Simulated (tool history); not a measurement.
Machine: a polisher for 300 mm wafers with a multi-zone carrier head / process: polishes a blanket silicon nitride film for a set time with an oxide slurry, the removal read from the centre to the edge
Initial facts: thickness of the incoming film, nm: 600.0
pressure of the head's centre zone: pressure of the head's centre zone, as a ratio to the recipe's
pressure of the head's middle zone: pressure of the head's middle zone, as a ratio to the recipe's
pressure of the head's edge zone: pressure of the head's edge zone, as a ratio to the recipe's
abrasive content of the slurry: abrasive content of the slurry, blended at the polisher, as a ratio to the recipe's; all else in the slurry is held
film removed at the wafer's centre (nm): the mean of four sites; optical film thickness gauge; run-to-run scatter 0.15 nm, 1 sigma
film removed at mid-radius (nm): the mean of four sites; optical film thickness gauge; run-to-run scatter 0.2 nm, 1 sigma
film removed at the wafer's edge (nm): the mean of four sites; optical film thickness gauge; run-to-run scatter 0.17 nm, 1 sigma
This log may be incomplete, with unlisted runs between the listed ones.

run  hour  flow of slurry (ml/min)  pressure of the head's centre zone  pressure of the head's middle zone  pressure of the head's edge zone  abrasive content of the slurry  polishing time (s)  film removed at the wafer's centre (nm)  film removed at mid-radius (nm)  film removed at the wafer's edge (nm)
  1   0.0                      150                                1.00                                1.00                              1.00                             1.0                  57                                   28.391                           28.358                                 26.073
  2   3.8                      150                                1.00                                1.00                              1.00                             1.0                  47                                   23.621                           22.994                                 21.930
  3  11.7                      145                                0.98                                0.98                              1.03                             1.0                  47                                   22.850                           22.447                                 22.019
  4  20.7                      145                                0.98                                0.92                              1.03                             1.0                  47                                   23.241                           21.198                                 22.436
     23.7  -- edge zone pressure recalibrated
  5  23.7                      145                                0.98                                0.97                              1.03                             1.0                  47                                   22.706                           22.197                                 22.761
  6  29.0                      140                                0.98                                0.96                              1.04                             1.0                  47                                   22.700                           22.031                                 22.846
  7  30.5                      100                                0.90                                0.87                              1.14                             1.0                  47                                   18.938                           18.454                                 22.282

What will run 8 give?
  8  38.4                      105                                0.90                                0.87                              1.15                             1.0                  47                                        ?                                ?                                      ?

Run 8 yielded film removed at the wafer's centre (nm) 19.712, film removed at mid-radius (nm) 18.790, film removed at the wafer's edge (nm) 22.863.
